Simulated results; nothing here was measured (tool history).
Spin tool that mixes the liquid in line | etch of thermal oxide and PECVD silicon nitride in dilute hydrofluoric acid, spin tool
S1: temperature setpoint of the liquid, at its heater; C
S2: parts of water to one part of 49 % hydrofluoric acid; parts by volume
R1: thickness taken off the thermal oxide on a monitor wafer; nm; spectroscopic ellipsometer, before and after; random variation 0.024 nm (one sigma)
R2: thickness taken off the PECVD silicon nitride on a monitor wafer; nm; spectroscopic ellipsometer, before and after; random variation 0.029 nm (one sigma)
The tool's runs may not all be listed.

run 1 day=0.000 | S1=22.0 S2=185 time_under_the_liquid_(s)=180 | R1=3.8774 R2=4.9734
run 2 day=0.162 | S1=22.0 S2=195 time_under_the_liquid_(s)=185 | R1=3.7392 R2=4.7579
run 3 day=0.396 | S1=22.0 S2=260 time_under_the_liquid_(s)=185 | R1=2.6430 R2=3.6140
run 4 day=0.667 | S1=22.0 S2=255 time_under_the_liquid_(s)=185 | R1=2.6674 R2=3.6202
run 5 day=0.692 | S1=24.0 S2=255 time_under_the_liquid_(s)=185 | R1=2.9015 R2=4.2151
run 6 day=0.838 | S1=24.0 S2=205 time_under_the_liquid_(s)=185 | R1=3.7318 R2=5.2190
run 7 day=1.083 | S1=23.5 S2=215 time_under_the_liquid_(s)=185 | R1=3.4818 R2=4.7346
run 8 day=1.300 | S1=23.0 S2=220 time_under_the_liquid_(s)=185 | R1=3.3002 R2=4.5092
run 9 day=1.592 | S1=23.0 S2=225 time_under_the_liquid_(s)=185 | R1=3.2197 R2=4.3491

The next listed run, before its measurement:
run 10 day=1.808 | S1=23.0 S2=230 time_under_the_liquid_(s)=185 | R1=? R2=?

Run 10 gave R1 3.1217 nm, R2 4.3462 nm.
